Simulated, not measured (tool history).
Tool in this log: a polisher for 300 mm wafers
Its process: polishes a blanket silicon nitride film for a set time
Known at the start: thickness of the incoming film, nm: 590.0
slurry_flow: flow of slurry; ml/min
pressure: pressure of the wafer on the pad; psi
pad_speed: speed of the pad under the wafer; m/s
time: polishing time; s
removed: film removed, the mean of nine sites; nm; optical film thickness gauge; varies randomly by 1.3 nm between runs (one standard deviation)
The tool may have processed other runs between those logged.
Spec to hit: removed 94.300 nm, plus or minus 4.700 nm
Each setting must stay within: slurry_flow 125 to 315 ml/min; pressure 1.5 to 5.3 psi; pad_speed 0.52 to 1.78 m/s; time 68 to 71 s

{"run": 1, "hour": 0.0, "slurry_flow": 205, "pressure": 3.4, "pad_speed": 1.14, "time": 68, "removed": 137.51}
{"run": 2, "hour": 8.4, "slurry_flow": 205, "pressure": 3.4, "pad_speed": 1.14, "time": 71, "removed": 145.22}
{"run": 3, "hour": 9.7, "slurry_flow": 205, "pressure": 2.8, "pad_speed": 1.14, "time": 71, "removed": 123.82}
{"run": 4, "hour": 16.7, "slurry_flow": 245, "pressure": 2.8, "pad_speed": 1.14, "time": 71, "removed": 124.74}
{"run": 5, "hour": 21.4, "slurry_flow": 245, "pressure": 2.7, "pad_speed": 1.14, "time": 71, "removed": 119.34}
{"run": 6, "hour": 30.3, "slurry_flow": 245, "pressure": 2.7, "pad_speed": 1.14, "time": 68, "removed": 117.2}
{"run": 7, "hour": 34.9, "slurry_flow": 245, "pressure": 2.6, "pad_speed": 1.14, "time": 68, "removed": 110.92}
{"run": 8, "hour": 42.2, "slurry_flow": 245, "pressure": 2.5, "pad_speed": 1.14, "time": 68, "removed": 107.2}
{"run": 9, "hour": 47.3, "slurry_flow": 245, "pressure": 2.5, "pad_speed": 1.14, "time": 68, "removed": 107.26}
{"run": 10, "hour": 49.2, "slurry_flow": 245, "pressure": 2.4, "pad_speed": 1.14, "time": 68, "removed": 103.74}

Which of these 4 next moves meets every target?
{"run": "A", "hour": 51.1, "slurry_flow": 230, "pressure": 2.1, "pad_speed": 1.16, "time": 70, "removed": "?"}
{"run": "B", "hour": 51.1, "slurry_flow": 180, "pressure": 2.7, "pad_speed": 1.16, "time": 71, "removed": "?"}
{"run": "C", "hour": 51.1, "slurry_flow": 300, "pressure": 2.5, "pad_speed": 1.12, "time": 70, "removed": "?"}
{"run": "D", "hour": 51.1, "slurry_flow": 260, "pressure": 1.7, "pad_speed": 1.32, "time": 69, "removed": "?"}

move=A removed=93.068
move=B removed=116.440
move=C removed=109.800
move=D removed=84.374
A: all results in spec
B: lands further from the targets than the last run did
C: lands further from the targets than the last run did
D: takes the biggest miss from the last run beyond its target
Go with A: it meets all targets.
